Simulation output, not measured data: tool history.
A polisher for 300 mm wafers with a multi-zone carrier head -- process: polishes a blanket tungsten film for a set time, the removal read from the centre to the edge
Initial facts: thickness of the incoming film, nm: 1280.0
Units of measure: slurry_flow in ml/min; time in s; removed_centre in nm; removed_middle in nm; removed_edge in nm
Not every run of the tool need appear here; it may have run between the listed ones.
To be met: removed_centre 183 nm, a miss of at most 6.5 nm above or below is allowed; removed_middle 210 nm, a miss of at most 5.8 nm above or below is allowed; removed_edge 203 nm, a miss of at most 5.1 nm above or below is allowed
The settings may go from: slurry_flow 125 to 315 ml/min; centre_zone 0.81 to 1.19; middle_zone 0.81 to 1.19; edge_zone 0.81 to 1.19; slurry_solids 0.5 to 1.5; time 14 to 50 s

{"run": 1, "day": 0.0, "slurry_flow": 205, "centre_zone": 1, "middle_zone": 1, "edge_zone": 1, "slurry_solids": 1, "time": 32, "removed_centre": 159.25, "removed_middle": 157.22, "removed_edge": 152.61}
{"run": 2, "day": 0.033, "slurry_flow": 210, "centre_zone": 0.99, "middle_zone": 1.01, "edge_zone": 1.02, "slurry_solids": 1.05, "time": 32, "removed_centre": 157.44, "removed_middle": 158.75, "removed_edge": 155.65}
{"run": 3, "day": 0.3, "slurry_flow": 215, "centre_zone": 0.99, "middle_zone": 1.02, "edge_zone": 1.03, "slurry_solids": 1.1, "time": 32, "removed_centre": 162.35, "removed_middle": 165.23, "removed_edge": 157.9}
{"run": 4, "day": 0.558, "slurry_flow": 215, "centre_zone": 0.98, "middle_zone": 1.02, "edge_zone": 1.04, "slurry_solids": 1.15, "time": 32, "removed_centre": 157.67, "removed_middle": 165.22, "removed_edge": 160.59}
{"run": 5, "day": 0.846, "slurry_flow": 185, "centre_zone": 0.98, "middle_zone": 1.02, "edge_zone": 1.04, "slurry_solids": 1.15, "time": 32, "removed_centre": 155.15, "removed_middle": 161.9, "removed_edge": 156.55}
{"run": 6, "day": 1.188, "slurry_flow": 205, "centre_zone": 0.98, "middle_zone": 1.02, "edge_zone": 1.04, "slurry_solids": 1.15, "time": 32, "removed_centre": 159.06, "removed_middle": 162.65, "removed_edge": 161.55}
{"run": 7, "day": 1.333, "slurry_flow": 210, "centre_zone": 0.98, "middle_zone": 1.04, "edge_zone": 1.05, "slurry_solids": 1.2, "time": 32, "removed_centre": 160.67, "removed_middle": 170.57, "removed_edge": 164.26}
{"run": 8, "day": 1.508, "slurry_flow": 215, "centre_zone": 0.98, "middle_zone": 1.05, "edge_zone": 1.06, "slurry_solids": 1.25, "time": 32, "removed_centre": 166.24, "removed_middle": 173.22, "removed_edge": 166.91}
{"run": 9, "day": 1.592, "slurry_flow": 220, "centre_zone": 0.97, "middle_zone": 1.06, "edge_zone": 1.07, "slurry_solids": 1.3, "time": 32, "removed_centre": 164.53, "removed_middle": 177.2, "removed_edge": 166.82}
{"run": 10, "day": 1.871, "slurry_flow": 220, "centre_zone": 0.97, "middle_zone": 1.06, "edge_zone": 1.08, "slurry_solids": 1.3, "time": 32, "removed_centre": 164.72, "removed_middle": 172.75, "removed_edge": 167.96}
{"run": 11, "day": 2.075, "slurry_flow": 220, "centre_zone": 0.96, "middle_zone": 1.07, "edge_zone": 1.09, "slurry_solids": 1.3, "time": 32, "removed_centre": 161.22, "removed_middle": 177.25, "removed_edge": 172.09}
{"run": 12, "day": 2.229, "slurry_flow": 225, "centre_zone": 0.96, "middle_zone": 1.08, "edge_zone": 1.1, "slurry_solids": 1.3, "time": 32, "removed_centre": 166.15, "removed_middle": 179.2, "removed_edge": 170.05}
{"run": 13, "day": 2.504, "slurry_flow": 225, "centre_zone": 0.95, "middle_zone": 1.08, "edge_zone": 1.11, "slurry_solids": 1.3, "time": 32, "removed_centre": 157.2, "removed_middle": 180.09, "removed_edge": 171.36}
{"day": 2.788, "done": "worn pad replaced by a new one"}
{"run": 14, "day": 2.788, "slurry_flow": 230, "centre_zone": 0.95, "middle_zone": 1.08, "edge_zone": 1.12, "slurry_solids": 1.3, "time": 32, "removed_centre": 182.22, "removed_middle": 199, "removed_edge": 193.69}
{"run": 15, "day": 3.117, "slurry_flow": 240, "centre_zone": 0.93, "middle_zone": 1.08, "edge_zone": 1.12, "slurry_solids": 1.3, "time": 32, "removed_centre": 174.77, "removed_middle": 201.35, "removed_edge": 193.79}
{"run": 16, "day": 3.388, "slurry_flow": 250, "centre_zone": 0.93, "middle_zone": 1.08, "edge_zone": 1.12, "slurry_solids": 1.3, "time": 32, "removed_centre": 180.63, "removed_middle": 204.04, "removed_edge": 194.6}
{"run": 17, "day": 3.729, "slurry_flow": 255, "centre_zone": 0.91, "middle_zone": 1.07, "edge_zone": 1.12, "slurry_solids": 1.3, "time": 32, "removed_centre": 177.38, "removed_middle": 199.74, "removed_edge": 192.72}
{"run": 18, "day": 3.875, "slurry_flow": 270, "centre_zone": 0.89, "middle_zone": 1.07, "edge_zone": 1.13, "slurry_solids": 1.3, "time": 32, "removed_centre": 175.18, "removed_middle": 202.86, "removed_edge": 197.8}
{"run": 19, "day": 3.975, "slurry_flow": 280, "centre_zone": 0.89, "middle_zone": 1.07, "edge_zone": 1.13, "slurry_solids": 1.3, "time": 32, "removed_centre": 177.81, "removed_middle": 201.77, "removed_edge": 199.71}
{"run": 20, "day": 4.317, "slurry_flow": 290, "centre_zone": 0.89, "middle_zone": 1.09, "edge_zone": 1.13, "slurry_solids": 1.3, "time": 32, "removed_centre": 173.59, "removed_middle": 208.48, "removed_edge": 198.93}

Of the 5 settings listed for the next run, only one would bring every result within its allowed miss of target. Which one?
{"run": "A", "day": 4.658, "slurry_flow": 280, "centre_zone": 0.84, "middle_zone": 1.05, "edge_zone": 1.14, "slurry_solids": 1.3, "time": 33, "removed_centre": "?", "removed_middle": "?", "removed_edge": "?"}
{"run": "B", "day": 4.658, "slurry_flow": 260, "centre_zone": 0.92, "middle_zone": 1.07, "edge_zone": 1.12, "slurry_solids": 1.15, "time": 34, "removed_centre": "?", "removed_middle": "?", "removed_edge": "?"}
{"run": "C", "day": 4.658, "slurry_flow": 275, "centre_zone": 0.81, "middle_zone": 1.06, "edge_zone": 1.1, "slurry_solids": 1.1, "time": 34, "removed_centre": "?", "removed_middle": "?", "removed_edge": "?"}
{"run": "D", "day": 4.658, "slurry_flow": 240, "centre_zone": 0.98, "middle_zone": 1.08, "edge_zone": 1, "slurry_solids": 1.45, "time": 32, "removed_centre": "?", "removed_middle": "?", "removed_edge": "?"}
{"run": "E", "day": 4.658, "slurry_flow": 260, "centre_zone": 0.89, "middle_zone": 1.06, "edge_zone": 1.17, "slurry_solids": 1.45, "time": 31, "removed_centre": "?", "removed_middle": "?", "removed_edge": "?"}

move=A removed_centre=169.04 removed_middle=206.27 removed_edge=203.03
move=B removed_centre=184.35 removed_middle=208.62 removed_edge=200.65
move=C removed_centre=161.67 removed_middle=206.38 removed_edge=197.89
move=D removed_centre=192.51 removed_middle=206.19 removed_edge=186.41
move=E removed_centre=170.93 removed_middle=198.44 removed_edge=196.79
A: the biggest miss grows against the last run
B: every result lands within tolerance
C: the biggest miss grows against the last run
D: moves the result that the last run missed by most past its target, out the other side
E: the biggest miss grows against the last run
Answer: B

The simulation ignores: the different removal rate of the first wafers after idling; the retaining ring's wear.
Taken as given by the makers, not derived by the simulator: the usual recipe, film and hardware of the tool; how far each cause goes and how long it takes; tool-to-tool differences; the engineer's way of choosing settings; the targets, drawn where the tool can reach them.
